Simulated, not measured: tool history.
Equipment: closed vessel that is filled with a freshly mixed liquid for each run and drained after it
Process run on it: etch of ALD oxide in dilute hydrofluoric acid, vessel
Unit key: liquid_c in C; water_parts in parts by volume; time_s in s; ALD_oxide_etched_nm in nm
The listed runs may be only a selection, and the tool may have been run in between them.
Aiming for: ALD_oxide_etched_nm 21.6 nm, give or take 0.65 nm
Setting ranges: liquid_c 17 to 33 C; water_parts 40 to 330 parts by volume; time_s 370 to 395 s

Run 1, day 0: liquid_c 25 C, water_parts 185 parts by volume, time_s 370 s. Result: ALD_oxide_etched_nm 37.091 nm.
Run 2, day 0.325: liquid_c 23 C, water_parts 195 parts by volume, time_s 370 s. Result: ALD_oxide_etched_nm 32.752 nm.
Run 3, day 0.475: liquid_c 21.5 C, water_parts 205 parts by volume, time_s 370 s. Result: ALD_oxide_etched_nm 29.082 nm.
Run 4, day 0.779: liquid_c 21.5 C, water_parts 205 parts by volume, time_s 395 s. Result: ALD_oxide_etched_nm 30.886 nm.
Run 5, day 1.162: liquid_c 20.5 C, water_parts 210 parts by volume, time_s 395 s. Result: ALD_oxide_etched_nm 29.044 nm.
Run 6, day 1.242: liquid_c 19.5 C, water_parts 215 parts by volume, time_s 395 s. Result: ALD_oxide_etched_nm 27.168 nm.
Run 7, day 1.371: liquid_c 19 C, water_parts 220 parts by volume, time_s 395 s. Result: ALD_oxide_etched_nm 26.096 nm.
Run 8, day 1.725: liquid_c 18.5 C, water_parts 225 parts by volume, time_s 395 s. Result: ALD_oxide_etched_nm 24.539 nm.
Run 9, day 2.104: liquid_c 18 C, water_parts 230 parts by volume, time_s 395 s. Result: ALD_oxide_etched_nm 23.205 nm.
Run 10, day 2.262: liquid_c 17.5 C, water_parts 235 parts by volume, time_s 395 s. Result: ALD_oxide_etched_nm 22.86 nm.

Of the 4 settings listed for the next run, only one would bring every result within its allowed miss of target. Which one?
Run A, day 2.421: liquid_c 17 C, water_parts 230 parts by volume, time_s 380 s. Result: ALD_oxide_etched_nm ?.
Run B, day 2.421: liquid_c 19 C, water_parts 260 parts by volume, time_s 380 s. Result: ALD_oxide_etched_nm ?.
Run C, day 2.421: liquid_c 20 C, water_parts 245 parts by volume, time_s 395 s. Result: ALD_oxide_etched_nm ?.
Run D, day 2.421: liquid_c 17 C, water_parts 215 parts by volume, time_s 375 s. Result: ALD_oxide_etched_nm ?.

move  ALD_oxide_etched_nm
   A               22.106
   B               20.561
   C                23.88
   D               23.653
A: each result inside its tolerance
B: moves the result that the last run missed by most past its target, out the other side
C: lands further from the targets than the last run did
D: lands further from the targets than the last run did
A meets every target.
